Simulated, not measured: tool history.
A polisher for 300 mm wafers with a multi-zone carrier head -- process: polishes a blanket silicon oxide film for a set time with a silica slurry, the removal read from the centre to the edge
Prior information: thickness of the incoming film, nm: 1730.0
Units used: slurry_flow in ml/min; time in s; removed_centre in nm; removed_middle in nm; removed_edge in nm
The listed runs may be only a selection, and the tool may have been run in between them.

run 1 day=0 | slurry_flow=290 centre_zone=1 middle_zone=1 edge_zone=1 slurry_solids=1 time=61 | removed_centre=146.47 removed_middle=148.88 removed_edge=146.77
run 2 day=0.217 | slurry_flow=290 centre_zone=0.95 middle_zone=1 edge_zone=1 slurry_solids=1 time=61 | removed_centre=139.32 removed_middle=146.11 removed_edge=146.65
run 3 day=0.367 | slurry_flow=290 centre_zone=0.95 middle_zone=1 edge_zone=1 slurry_solids=0.85 time=61 | removed_centre=125.35 removed_middle=131.72 removed_edge=133.78
run 4 day=0.683 | slurry_flow=260 centre_zone=0.95 middle_zone=1 edge_zone=1 slurry_solids=0.85 time=61 | removed_centre=123.38 removed_middle=131.8 removed_edge=133.5
run 5 day=0.958 | slurry_flow=260 centre_zone=0.97 middle_zone=1.01 edge_zone=1.01 slurry_solids=0.9 time=61 | removed_centre=131.7 removed_middle=137.44 removed_edge=138.74
run 6 day=1.138 | slurry_flow=260 centre_zone=0.97 middle_zone=1.01 edge_zone=1.01 slurry_solids=0.9 time=75 | removed_centre=162.94 removed_middle=172.1 removed_edge=169.3
run 7 day=1.475 | slurry_flow=310 centre_zone=1.07 middle_zone=1.11 edge_zone=1.11 slurry_solids=1.15 time=75 | removed_centre=209.61 removed_middle=212.46 removed_edge=204.45

The next listed run, before its measurement:
run 8 day=1.767 | slurry_flow=315 centre_zone=1.08 middle_zone=1.11 edge_zone=1.11 slurry_solids=1.15 time=75 | removed_centre=? removed_middle=? removed_edge=?

For run 8 the tool returned removed_centre 210.46 nm, removed_middle 207.1 nm, removed_edge 205.77 nm.
